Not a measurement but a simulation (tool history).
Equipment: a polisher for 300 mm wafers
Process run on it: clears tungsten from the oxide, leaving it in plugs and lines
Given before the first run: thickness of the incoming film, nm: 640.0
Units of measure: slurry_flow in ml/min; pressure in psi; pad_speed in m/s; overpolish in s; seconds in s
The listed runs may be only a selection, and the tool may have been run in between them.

| run | day | slurry_flow | pressure | pad_speed | slurry_solids | overpolish | seconds |
|---|---|---|---|---|---|---|---|
| 1 | 0 | 165 | 4.5 | 1.36 | 1 | 40 | 72.319 |
| 2 | 0.162 | 165 | 4.1 | 1.36 | 1 | 40 | 79.51 |
| 3 | 0.233 | 165 | 4.1 | 1.54 | 1 | 40 | 72.707 |
| 4 | 0.596 | 165 | 3.7 | 1.52 | 1 | 40 | 81.167 |
| 5 | 0.888 | 165 | 3.4 | 1.52 | 1 | 40 | 85.775 |
| 6 | 0.942 | 165 | 3.2 | 1.52 | 1 | 40 | 94.81 |

For run 7, what comes out?
| 7 | 1.179 | 165 | 3.1 | 1.52 | 1 | 40 | ? |

Run 7 measured seconds 95.223 s.

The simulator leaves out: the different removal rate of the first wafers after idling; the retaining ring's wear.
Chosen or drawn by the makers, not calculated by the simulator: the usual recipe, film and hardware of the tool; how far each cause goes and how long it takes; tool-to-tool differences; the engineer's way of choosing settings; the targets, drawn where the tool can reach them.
